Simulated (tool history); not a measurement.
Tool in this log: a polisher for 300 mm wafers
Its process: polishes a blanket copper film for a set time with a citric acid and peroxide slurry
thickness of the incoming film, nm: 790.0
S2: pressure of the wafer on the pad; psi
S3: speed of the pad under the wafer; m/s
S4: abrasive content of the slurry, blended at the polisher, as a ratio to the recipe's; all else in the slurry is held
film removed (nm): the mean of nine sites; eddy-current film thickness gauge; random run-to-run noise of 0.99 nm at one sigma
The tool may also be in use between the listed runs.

Run 1, hour 0.0: flow of slurry (ml/min) 250, S2 3.9 psi, S3 0.90 m/s, S4 1.0, polishing time (s) 64. Result: film removed (nm) 137.580.
Run 2, hour 2.8: flow of slurry (ml/min) 250, S2 3.7 psi, S3 0.90 m/s, S4 1.0, polishing time (s) 64. Result: film removed (nm) 131.580.
Run 3, hour 7.6: flow of slurry (ml/min) 250, S2 3.5 psi, S3 0.90 m/s, S4 1.0, polishing time (s) 64. Result: film removed (nm) 124.190.
Run 4, hour 16.1: flow of slurry (ml/min) 250, S2 3.4 psi, S3 0.90 m/s, S4 1.0, polishing time (s) 64. Result: film removed (nm) 120.680.
Run 5, hour 17.7: flow of slurry (ml/min) 250, S2 3.4 psi, S3 0.90 m/s, S4 1.0, polishing time (s) 68. Result: film removed (nm) 129.370.
Run 6, hour 22.9: flow of slurry (ml/min) 250, S2 3.4 psi, S3 0.90 m/s, S4 1.0, polishing time (s) 64. Result: film removed (nm) 120.450.

Estimate the outcome of run 7 from the log above:
Run 7, hour 25.0: flow of slurry (ml/min) 245, S2 2.5 psi, S3 0.90 m/s, S4 1.0, polishing time (s) 64. Result: film removed (nm) ?.

{"run 7": {"film removed (nm)": 88.984}}

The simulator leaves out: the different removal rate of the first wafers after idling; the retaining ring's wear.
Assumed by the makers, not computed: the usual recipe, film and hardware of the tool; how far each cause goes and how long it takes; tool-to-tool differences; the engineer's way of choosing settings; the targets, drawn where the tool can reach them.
